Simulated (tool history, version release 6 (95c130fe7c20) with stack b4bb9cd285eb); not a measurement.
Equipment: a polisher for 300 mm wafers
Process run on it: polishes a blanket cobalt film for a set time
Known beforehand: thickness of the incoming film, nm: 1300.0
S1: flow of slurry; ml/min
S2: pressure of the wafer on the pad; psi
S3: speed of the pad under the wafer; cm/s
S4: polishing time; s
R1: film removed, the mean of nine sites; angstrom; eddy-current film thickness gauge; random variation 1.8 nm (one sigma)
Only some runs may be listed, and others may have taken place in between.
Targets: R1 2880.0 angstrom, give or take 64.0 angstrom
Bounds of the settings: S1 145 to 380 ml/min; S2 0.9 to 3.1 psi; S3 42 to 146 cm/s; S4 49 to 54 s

run    day   S1   S2  S3  S4      R1
  1  0.000  245  2.0  94  54  1943.9
  2  0.354  245  2.2  94  54  2131.2
  3  0.550  245  1.7  94  54  1679.1
  4  0.842  245  1.7  94  49  1531.0
  5  1.158  300  1.7  94  49  1562.1
  6  1.296  300  1.9  94  49  1747.9
  7  1.583  305  2.1  94  49  1913.8
     1.946  -- worn pad replaced by a new one
  8  1.946  305  2.3  94  49  2308.3
  9  1.996  315  2.4  94  49  2442.4
 10  2.300  335  2.8  94  49  2785.0
 11  2.654  340  2.8  94  49  2805.4

Next run, 4 choices. One meets every target within its allowed miss, the rest don't. Which?
  A  3.008  365  2.8  88  54   ?
  B  3.008  365  3.0  96  49   ?
  C  3.008  380  3.1  84  54   ?
  D  3.008  340  3.1  94  49   ?

move      R1
   A  2916.8
   B  3070.9
   C  3075.6
   D  3084.9
A: every result within its allowed miss
B: the result that was furthest off in the last run now lies on the other side of its target
C: the result that was furthest off in the last run now lies on the other side of its target
D: the result that was furthest off in the last run now lies on the other side of its target
A is the move that brings every result within its allowed miss.

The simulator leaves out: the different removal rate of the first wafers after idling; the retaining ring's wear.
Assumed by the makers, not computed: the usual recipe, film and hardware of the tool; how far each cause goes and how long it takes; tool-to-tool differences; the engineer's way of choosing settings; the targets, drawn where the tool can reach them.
